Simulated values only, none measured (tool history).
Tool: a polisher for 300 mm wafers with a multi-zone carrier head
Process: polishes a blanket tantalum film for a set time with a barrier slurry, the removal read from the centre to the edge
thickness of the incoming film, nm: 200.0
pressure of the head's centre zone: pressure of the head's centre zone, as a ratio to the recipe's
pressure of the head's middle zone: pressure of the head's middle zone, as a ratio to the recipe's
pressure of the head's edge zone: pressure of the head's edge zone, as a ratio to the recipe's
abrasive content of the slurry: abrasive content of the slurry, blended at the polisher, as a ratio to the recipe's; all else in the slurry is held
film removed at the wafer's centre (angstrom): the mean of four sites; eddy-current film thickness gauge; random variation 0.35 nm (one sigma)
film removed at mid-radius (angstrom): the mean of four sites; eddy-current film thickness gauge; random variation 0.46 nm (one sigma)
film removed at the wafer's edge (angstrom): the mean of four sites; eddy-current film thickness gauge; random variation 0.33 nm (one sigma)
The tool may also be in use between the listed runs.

run,hour,flow of slurry (ml/min),pressure of the head's centre zone,pressure of the head's middle zone,pressure of the head's edge zone,abrasive content of the slurry,polishing time (s),film removed at the wafer's centre (angstrom),film removed at mid-radius (angstrom),film removed at the wafer's edge (angstrom)
1,0.0,125,1.00,1.00,1.00,1.00,35,637.26,638.25,658.41
2,0.7,115,0.97,0.97,0.97,0.90,34,554.28,559.97,594.85
3,1.5,145,0.97,0.97,0.97,0.90,34,610.32,604.00,629.09
4,6.7,135,0.95,0.95,0.94,0.80,34,536.75,549.03,571.64
5,8.3,165,0.95,0.95,0.94,0.80,34,581.98,578.31,589.26
6,12.1,165,0.95,0.95,0.94,0.80,42,699.67,710.75,725.78
# hour 15.7: slurry nozzle cleaned
7,15.7,155,0.93,0.92,0.91,0.75,40,680.83,674.12,683.84
8,19.6,150,0.96,0.95,0.95,0.70,37,618.84,602.86,615.30
9,20.4,140,0.93,0.92,0.94,0.65,35,526.24,513.73,540.19
10,21.2,130,0.90,0.90,0.93,0.60,35,462.34,473.23,490.94
11,26.2,120,0.90,0.89,0.94,0.60,35,457.71,458.88,489.02
12,30.1,110,0.89,0.88,0.94,0.60,35,434.13,445.06,484.89

Run 13 comes next. What will it give?
13,33.1,105,0.89,0.87,0.93,0.60,35,?,?,?

{"run 13": {"film removed at the wafer's centre (angstrom)": 427.48, "film removed at mid-radius (angstrom)": 430.27, "film removed at the wafer's edge (angstrom)": 472.84}}
